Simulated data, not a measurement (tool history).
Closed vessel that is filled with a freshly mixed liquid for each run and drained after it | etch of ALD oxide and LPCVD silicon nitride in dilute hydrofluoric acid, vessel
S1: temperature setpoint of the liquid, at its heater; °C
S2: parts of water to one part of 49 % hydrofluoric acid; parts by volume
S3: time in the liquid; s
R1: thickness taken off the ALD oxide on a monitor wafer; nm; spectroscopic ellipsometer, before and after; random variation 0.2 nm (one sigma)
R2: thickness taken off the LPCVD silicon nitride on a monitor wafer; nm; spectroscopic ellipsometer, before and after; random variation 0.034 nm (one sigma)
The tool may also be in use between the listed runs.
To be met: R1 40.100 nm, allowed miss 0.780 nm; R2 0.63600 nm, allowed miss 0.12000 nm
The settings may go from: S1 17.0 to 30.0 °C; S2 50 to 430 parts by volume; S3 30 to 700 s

{"run": 1, "hour": 0.0, "S1": 22.0, "S2": 240, "S3": 355, "R1": 27.83, "R2": 0.55987}
{"run": 2, "hour": 2.1, "S1": 23.0, "S2": 230, "S3": 350, "R1": 30.218, "R2": 0.57112}
{"run": 3, "hour": 5.7, "S1": 25.0, "S2": 230, "S3": 350, "R1": 32.47, "R2": 0.71385}
{"run": 4, "hour": 10.0, "S1": 25.0, "S2": 215, "S3": 345, "R1": 34.473, "R2": 0.75035}
{"run": 5, "hour": 14.4, "S1": 25.0, "S2": 160, "S3": 345, "R1": 50.108, "R2": 0.90007}
{"run": 6, "hour": 19.0, "S1": 25.0, "S2": 160, "S3": 490, "R1": 70.962, "R2": 1.1442}
{"run": 7, "hour": 26.2, "S1": 23.5, "S2": 175, "S3": 490, "R1": 59.571, "R2": 1.1914}
{"run": 8, "hour": 30.2, "S1": 22.0, "S2": 180, "S3": 485, "R1": 53.67, "R2": 1.049}
{"run": 9, "hour": 36.2, "S1": 21.0, "S2": 185, "S3": 480, "R1": 50.006, "R2": 0.79068}
{"run": 10, "hour": 43.0, "S1": 20.5, "S2": 190, "S3": 485, "R1": 48.283, "R2": 0.86861}
{"run": 11, "hour": 44.3, "S1": 19.5, "S2": 190, "S3": 485, "R1": 45.739, "R2": 0.79359}
{"run": 12, "hour": 46.0, "S1": 19.0, "S2": 190, "S3": 485, "R1": 45.145, "R2": 0.78857}
{"run": 13, "hour": 48.3, "S1": 18.5, "S2": 190, "S3": 485, "R1": 44.439, "R2": 0.77625}
{"run": 14, "hour": 54.4, "S1": 18.0, "S2": 190, "S3": 485, "R1": 43.451, "R2": 0.64919}
{"run": 15, "hour": 56.2, "S1": 18.0, "S2": 195, "S3": 485, "R1": 42.566, "R2": 0.77423}

Which of these 5 next moves meets every target?
{"run": "A", "hour": 58.0, "S1": 19.0, "S2": 195, "S3": 415, "R1": "?", "R2": "?"}
{"run": "B", "hour": 58.0, "S1": 17.0, "S2": 190, "S3": 465, "R1": "?", "R2": "?"}
{"run": "C", "hour": 58.0, "S1": 19.5, "S2": 220, "S3": 475, "R1": "?", "R2": "?"}
{"run": "D", "hour": 58.0, "S1": 18.0, "S2": 195, "S3": 435, "R1": "?", "R2": "?"}
{"run": "E", "hour": 58.0, "S1": 17.0, "S2": 160, "S3": 400, "R1": "?", "R2": "?"}

move=A R1=37.595 R2=0.63637
move=B R1=40.129 R2=0.63941
move=C R1=37.968 R2=0.66986
move=D R1=37.886 R2=0.62403
move=E R1=42.166 R2=0.64877
A: takes the result that was furthest off past its target
B: meets every target
C: takes the result that was furthest off past its target
D: takes the result that was furthest off past its target
E: nearer than the last run, and not there yet
Answer: B

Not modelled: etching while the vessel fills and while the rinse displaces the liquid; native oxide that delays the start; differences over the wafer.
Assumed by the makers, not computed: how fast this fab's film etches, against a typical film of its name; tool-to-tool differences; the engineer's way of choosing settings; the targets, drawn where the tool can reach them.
